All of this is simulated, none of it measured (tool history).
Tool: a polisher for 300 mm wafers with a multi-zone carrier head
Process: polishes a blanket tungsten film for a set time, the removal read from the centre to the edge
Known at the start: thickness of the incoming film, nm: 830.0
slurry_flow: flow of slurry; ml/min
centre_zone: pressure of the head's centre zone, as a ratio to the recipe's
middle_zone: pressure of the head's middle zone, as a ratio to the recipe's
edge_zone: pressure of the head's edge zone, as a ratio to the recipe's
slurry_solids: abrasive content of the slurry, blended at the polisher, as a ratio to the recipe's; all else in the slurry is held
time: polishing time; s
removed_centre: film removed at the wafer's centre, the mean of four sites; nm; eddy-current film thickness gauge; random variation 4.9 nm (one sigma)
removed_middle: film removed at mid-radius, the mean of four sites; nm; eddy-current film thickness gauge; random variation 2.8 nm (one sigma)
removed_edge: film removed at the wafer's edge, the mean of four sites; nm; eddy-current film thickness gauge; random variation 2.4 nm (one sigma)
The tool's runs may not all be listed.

run,hour,slurry_flow,centre_zone,middle_zone,edge_zone,slurry_solids,time,removed_centre,removed_middle,removed_edge
1,0.0,270,1.00,1.00,1.00,1.00,44,249.39,257.67,246.30
2,8.4,270,0.92,1.00,1.00,1.00,44,229.45,260.90,248.22
3,15.7,280,0.96,1.03,1.01,1.10,45,256.31,278.38,259.24
4,22.6,315,0.96,1.03,1.01,1.10,45,258.83,280.49,267.26
5,28.8,280,0.96,1.03,1.01,1.10,45,252.72,274.81,262.47
6,33.1,215,0.96,1.03,1.01,1.10,45,239.28,263.52,252.67
7,38.2,215,0.96,1.03,1.01,1.10,45,244.69,266.34,255.65
8,39.8,235,0.98,1.06,1.01,1.15,46,265.04,288.05,262.35
9,41.0,255,0.99,1.08,1.03,1.20,46,267.00,299.28,270.07
10,43.5,270,1.02,1.09,1.04,1.25,46,276.71,309.72,279.10
11,52.1,285,1.05,1.10,1.04,1.30,46,294.77,314.03,278.54
12,59.1,295,1.07,1.11,1.05,1.35,46,301.54,316.67,286.43
13,67.9,305,1.08,1.12,1.05,1.40,46,309.19,329.83,292.13

The next listed run, before its measurement:
14,69.0,370,1.18,1.17,1.12,1.50,46,?,?,?

Run 14 gave removed_centre 351.20 nm, removed_middle 348.31 nm, removed_edge 308.77 nm.

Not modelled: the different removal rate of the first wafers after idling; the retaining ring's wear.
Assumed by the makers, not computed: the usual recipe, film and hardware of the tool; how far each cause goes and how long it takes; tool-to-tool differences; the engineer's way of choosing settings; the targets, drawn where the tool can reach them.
